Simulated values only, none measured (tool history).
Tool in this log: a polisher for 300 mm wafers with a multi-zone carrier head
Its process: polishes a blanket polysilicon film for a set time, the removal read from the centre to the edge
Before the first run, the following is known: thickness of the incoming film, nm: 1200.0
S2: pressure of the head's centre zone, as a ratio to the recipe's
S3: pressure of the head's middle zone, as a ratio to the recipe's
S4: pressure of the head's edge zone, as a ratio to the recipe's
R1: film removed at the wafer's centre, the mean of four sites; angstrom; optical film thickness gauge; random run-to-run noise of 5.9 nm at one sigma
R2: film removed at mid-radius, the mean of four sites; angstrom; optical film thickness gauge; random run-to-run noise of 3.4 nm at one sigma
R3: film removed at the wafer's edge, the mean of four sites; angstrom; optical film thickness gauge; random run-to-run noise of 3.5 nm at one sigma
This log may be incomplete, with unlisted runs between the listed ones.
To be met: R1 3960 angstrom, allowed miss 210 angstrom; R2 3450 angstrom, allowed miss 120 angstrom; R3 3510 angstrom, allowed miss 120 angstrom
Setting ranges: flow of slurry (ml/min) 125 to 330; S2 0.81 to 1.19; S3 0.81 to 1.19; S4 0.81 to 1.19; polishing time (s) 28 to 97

run 1 hour=0 | flow_of_slurry_(ml/min)=210 S2=1 S3=1 S4=1 polishing_time_(s)=62 | R1=2684.6 R2=2620.4 R3=2582.3
run 2 hour=5.7 | flow_of_slurry_(ml/min)=210 S2=1 S3=1.05 S4=1 polishing_time_(s)=62 | R1=2607.6 R2=2782.9 R3=2580.1
run 3 hour=9.9 | flow_of_slurry_(ml/min)=220 S2=1.05 S3=1.04 S4=1.04 polishing_time_(s)=66 | R1=3048.3 R2=2934.2 R3=2809.2
run 4 hour=14.4 | flow_of_slurry_(ml/min)=220 S2=1.13 S3=1.04 S4=1.04 polishing_time_(s)=66 | R1=3278.8 R2=2923.6 R3=2837.8
run 5 hour=15 | flow_of_slurry_(ml/min)=250 S2=1.13 S3=1.04 S4=1.04 polishing_time_(s)=66 | R1=3246.9 R2=2970.3 R3=2832.6
run 6 hour=17.2 | flow_of_slurry_(ml/min)=245 S2=1.13 S3=1.04 S4=1.07 polishing_time_(s)=69 | R1=3444.8 R2=3060.9 R3=3019.6
run 7 hour=23.9 | flow_of_slurry_(ml/min)=245 S2=1.13 S3=1.05 S4=1.09 polishing_time_(s)=71 | R1=3546.9 R2=3225.7 R3=3147.3
run 8 hour=26 | flow_of_slurry_(ml/min)=245 S2=1.14 S3=1.05 S4=1.11 polishing_time_(s)=73 | R1=3699.2 R2=3311 R3=3267.6
run 9 hour=29 | flow_of_slurry_(ml/min)=245 S2=1.15 S3=1.05 S4=1.13 polishing_time_(s)=74 | R1=3781.2 R2=3332.6 R3=3325.5

Next run, 5 choices. One meets every target within its allowed miss, the rest don't. Which?
run A hour=32 | flow_of_slurry_(ml/min)=250 S2=1.19 S3=1.01 S4=1.17 polishing_time_(s)=71 | R1=? R2=? R3=?
run B hour=32 | flow_of_slurry_(ml/min)=170 S2=1.19 S3=1.16 S4=1.06 polishing_time_(s)=75 | R1=? R2=? R3=?
run C hour=32 | flow_of_slurry_(ml/min)=275 S2=1.14 S3=1 S4=1.09 polishing_time_(s)=78 | R1=? R2=? R3=?
run D hour=32 | flow_of_slurry_(ml/min)=260 S2=1.19 S3=0.97 S4=1.14 polishing_time_(s)=76 | R1=? R2=? R3=?
run E hour=32 | flow_of_slurry_(ml/min)=295 S2=1.07 S3=1.12 S4=1.11 polishing_time_(s)=69 | R1=? R2=? R3=?

move=A R1=3692.7 R2=3137.6 R3=3265.6
move=B R1=3681.9 R2=3539.5 R3=3148.3
move=C R1=3929.9 R2=3455.2 R3=3487.4
move=D R1=3970.9 R2=3260.6 R3=3462.1
move=E R1=3289.9 R2=3391.3 R3=3125.4
A: the biggest miss grows against the last run
B: the biggest miss grows against the last run
C: all results in spec
D: brings the last run's worst result on target, with another outside its allowed miss
E: the biggest miss grows against the last run
C meets every target.
